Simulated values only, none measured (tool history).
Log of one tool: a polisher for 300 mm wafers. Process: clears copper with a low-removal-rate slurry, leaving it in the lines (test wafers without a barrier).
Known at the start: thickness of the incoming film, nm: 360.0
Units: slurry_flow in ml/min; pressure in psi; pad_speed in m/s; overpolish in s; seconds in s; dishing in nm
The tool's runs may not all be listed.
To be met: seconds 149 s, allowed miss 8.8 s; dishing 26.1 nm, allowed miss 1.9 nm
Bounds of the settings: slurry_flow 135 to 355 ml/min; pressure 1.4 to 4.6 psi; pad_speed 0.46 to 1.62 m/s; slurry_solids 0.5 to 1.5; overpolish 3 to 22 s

| run | hour | slurry_flow | pressure | pad_speed | slurry_solids | overpolish | seconds | dishing |
|---|---|---|---|---|---|---|---|---|
| 1 | 0 | 225 | 3 | 1.04 | 1 | 11 | 122.33 | 27.298 |
| 2 | 5 | 225 | 2.9 | 1.04 | 1 | 11 | 121.33 | 24.668 |
| 3 | 10.9 | 225 | 2.8 | 1.02 | 1 | 12 | 130.63 | 25.048 |
| 4 | 12.9 | 225 | 3.2 | 1.02 | 1 | 12 | 114.43 | 30.681 |
| 5 | 19.3 | 225 | 3.1 | 1.02 | 1 | 12 | 123.13 | 28.554 |
| 6 | 22.8 | 225 | 3.1 | 1.02 | 1 | 16 | 119.21 | 36.12 |
| 7 | 31.2 | 225 | 3 | 1.02 | 1 | 16 | 121.98 | 35.635 |
| 8 | 40 | 225 | 2.9 | 1.02 | 1 | 16 | 128.9 | 33.838 |
| 9 | 43.7 | 225 | 2.8 | 1.02 | 1 | 16 | 127.8 | 32.844 |
| 10 | 45.7 | 225 | 2.7 | 1.02 | 1 | 16 | 133.83 | 31.888 |
| 11 | 47.6 | 225 | 2.6 | 1.02 | 1 | 16 | 141.55 | 31.328 |

4 next moves are on the table. One of them brings every result within its allowed miss. Which?
| A | 49.5 | 170 | 2.7 | 1.16 | 1 | 15 | ? | ? |
| B | 49.5 | 235 | 2.7 | 1.06 | 1.1 | 12 | ? | ? |
| C | 49.5 | 225 | 2.6 | 1.14 | 0.95 | 12 | ? | ? |
| D | 49.5 | 160 | 2.4 | 1.1 | 1.05 | 14 | ? | ? |

| move | seconds | dishing |
|---|---|---|
| A | 126.56 | 32.327 |
| B | 128.13 | 26.505 |
| C | 129.51 | 26.231 |
| D | 148.13 | 26.609 |
A: further off than the last run
B: brings the result that was furthest off to its target, and leaves another outside
C: brings the result that was furthest off to its target, and leaves another outside
D: meets every target
The right move is D.
